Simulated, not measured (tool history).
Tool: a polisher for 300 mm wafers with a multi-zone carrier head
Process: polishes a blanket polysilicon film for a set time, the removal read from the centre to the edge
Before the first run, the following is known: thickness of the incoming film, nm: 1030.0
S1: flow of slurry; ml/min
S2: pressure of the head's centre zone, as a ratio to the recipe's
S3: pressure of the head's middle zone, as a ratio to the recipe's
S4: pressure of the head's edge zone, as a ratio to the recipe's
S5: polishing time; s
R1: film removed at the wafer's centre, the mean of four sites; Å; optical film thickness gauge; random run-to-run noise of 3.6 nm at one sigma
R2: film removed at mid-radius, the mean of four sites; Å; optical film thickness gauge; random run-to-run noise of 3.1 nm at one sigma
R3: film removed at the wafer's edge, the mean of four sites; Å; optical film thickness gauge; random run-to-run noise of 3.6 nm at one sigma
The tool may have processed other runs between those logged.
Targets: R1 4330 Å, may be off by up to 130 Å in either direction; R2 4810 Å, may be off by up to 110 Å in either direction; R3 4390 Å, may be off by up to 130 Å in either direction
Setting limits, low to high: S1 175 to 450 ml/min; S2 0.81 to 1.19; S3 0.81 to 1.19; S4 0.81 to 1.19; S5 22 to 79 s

Run 1, hour 0: S1 290 ml/min, S2 1, S3 1, S4 1, S5 50 s. Result: R1 3341.1 Å, R2 3287.2 Å, R3 3272.5 Å.
Run 2, hour 3.4: S1 300 ml/min, S2 1.01, S3 1.03, S4 1.03, S5 52 s. Result: R1 3496.2 Å, R2 3527.5 Å, R3 3508.6 Å.
Run 3, hour 12.3: S1 360 ml/min, S2 1.01, S3 1.03, S4 1.03, S5 52 s. Result: R1 3555.7 Å, R2 3585 Å, R3 3543.9 Å.
Run 4, hour 18.3: S1 360 ml/min, S2 1.01, S3 1.03, S4 1.11, S5 52 s. Result: R1 3504.3 Å, R2 3592.7 Å, R3 3680.9 Å.
Run 5, hour 22.7: S1 360 ml/min, S2 1.01, S3 1.08, S4 1.11, S5 52 s. Result: R1 3559.4 Å, R2 3776.7 Å, R3 3645.1 Å.
Run 6, hour 24: S1 360 ml/min, S2 1.01, S3 1.08, S4 1.11, S5 61 s. Result: R1 4206.3 Å, R2 4358.8 Å, R3 4305.6 Å.
Run 7, hour 32.1: S1 365 ml/min, S2 1.01, S3 1.1, S4 1.12, S5 61 s. Result: R1 4115.2 Å, R2 4448.3 Å, R3 4308.2 Å.
Run 8, hour 33.6: S1 370 ml/min, S2 1.02, S3 1.11, S4 1.12, S5 61 s. Result: R1 4248.4 Å, R2 4488.8 Å, R3 4337.2 Å.
Run 9, hour 40.9: S1 375 ml/min, S2 1.02, S3 1.12, S4 1.12, S5 61 s. Result: R1 4225.6 Å, R2 4541 Å, R3 4282.9 Å.
Run 10, hour 46.1: S1 375 ml/min, S2 1.02, S3 1.12, S4 1.12, S5 61 s. Result: R1 4224.8 Å, R2 4522.7 Å, R3 4344.8 Å.
Run 11, hour 51.6: S1 380 ml/min, S2 1.02, S3 1.13, S4 1.12, S5 61 s. Result: R1 4277.6 Å, R2 4603.8 Å, R3 4335.5 Å.

Pick the move, out of 5, that brings all results within their allowed miss; only one does.
Run A, hour 57.1: S1 420 ml/min, S2 1.02, S3 1.16, S4 1.1, S5 62 s. Result: R1 ?, R2 ?, R3 ?.
Run B, hour 57.1: S1 340 ml/min, S2 1.03, S3 1.09, S4 1.14, S5 62 s. Result: R1 ?, R2 ?, R3 ?.
Run C, hour 57.1: S1 375 ml/min, S2 1.08, S3 1.14, S4 1.1, S5 59 s. Result: R1 ?, R2 ?, R3 ?.
Run D, hour 57.1: S1 340 ml/min, S2 1.04, S3 1.1, S4 1.07, S5 59 s. Result: R1 ?, R2 ?, R3 ?.
Run E, hour 57.1: S1 385 ml/min, S2 1.04, S3 1.05, S4 1.1, S5 62 s. Result: R1 ?, R2 ?, R3 ?.

move      R1      R2      R3
   A  4389.6  4780.1  4374.8
   B  4355.8  4461.2  4406.3
   C  4385.5  4444.2  4138.6
   D  4185.9  4278.8    4060
   E  4443.2  4362.1  4360.7
A: every result within its allowed miss
B: misses by more than the last run did
C: misses by more than the last run did
D: misses by more than the last run did
E: misses by more than the last run did
A is the move that brings every result within its allowed miss.
